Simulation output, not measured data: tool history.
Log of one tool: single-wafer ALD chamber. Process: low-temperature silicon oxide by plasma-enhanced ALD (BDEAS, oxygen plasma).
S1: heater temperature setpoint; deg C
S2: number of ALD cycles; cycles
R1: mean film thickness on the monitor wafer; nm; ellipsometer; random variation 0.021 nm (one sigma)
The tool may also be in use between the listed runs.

run,hour,S1,S2,R1
1,0,100,32,4.7733
2,5.8,102,31,4.6109
3,10.5,102,34,5.0975
4,18.4,97,34,5.1467
5,26.9,107,34,4.9781
6,29.2,112,34,4.9923
7,37.6,113,33,4.8433

Run 8 comes next. What will it give?
8,45.3,113,32,?

{"run 8": {"R1": 4.7217}}

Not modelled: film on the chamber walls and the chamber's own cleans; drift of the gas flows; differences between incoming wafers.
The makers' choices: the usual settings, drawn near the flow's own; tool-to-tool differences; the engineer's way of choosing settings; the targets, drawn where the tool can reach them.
